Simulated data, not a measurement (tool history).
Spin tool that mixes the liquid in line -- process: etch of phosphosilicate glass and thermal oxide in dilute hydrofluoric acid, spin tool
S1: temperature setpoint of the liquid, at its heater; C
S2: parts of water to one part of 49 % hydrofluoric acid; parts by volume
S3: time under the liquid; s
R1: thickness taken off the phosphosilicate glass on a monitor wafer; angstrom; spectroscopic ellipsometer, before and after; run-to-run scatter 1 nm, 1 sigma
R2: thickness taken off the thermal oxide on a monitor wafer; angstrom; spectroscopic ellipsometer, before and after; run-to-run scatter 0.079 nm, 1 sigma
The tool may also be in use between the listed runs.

| run | hour | S1 | S2 | S3 | R1 | R2 |
|---|---|---|---|---|---|---|
| 1 | 0.0 | 21.0 | 235 | 100 | 477.39 | 15.3650 |
| 2 | 4.9 | 21.0 | 235 | 65 | 305.87 | 10.1370 |
| 3 | 7.1 | 19.0 | 235 | 65 | 283.07 | 9.1728 |
| 4 | 14.4 | 17.0 | 235 | 65 | 264.68 | 8.5545 |
| 5 | 20.3 | 17.0 | 235 | 85 | 345.48 | 11.4770 |
| 6 | 22.2 | 17.0 | 235 | 105 | 419.79 | 13.3250 |
| 7 | 22.9 | 20.5 | 205 | 105 | 559.67 | 18.8140 |
| 8 | 27.8 | 20.5 | 205 | 105 | 572.13 | 18.6540 |
| 9 | 35.4 | 23.0 | 185 | 105 | 712.72 | 23.2610 |
| 10 | 36.4 | 25.0 | 175 | 105 | 830.52 | 25.4810 |
| 11 | 41.8 | 24.5 | 125 | 105 | 1216.50 | 38.5890 |
| 12 | 49.2 | 23.5 | 125 | 105 | 1141.80 | 36.4850 |

Estimate the outcome of run 13 from the log above:
| 13 | 55.4 | 23.0 | 125 | 105 | ? | ? |

{"run 13": {"R1": 1136.3, "R2": 34.879}}
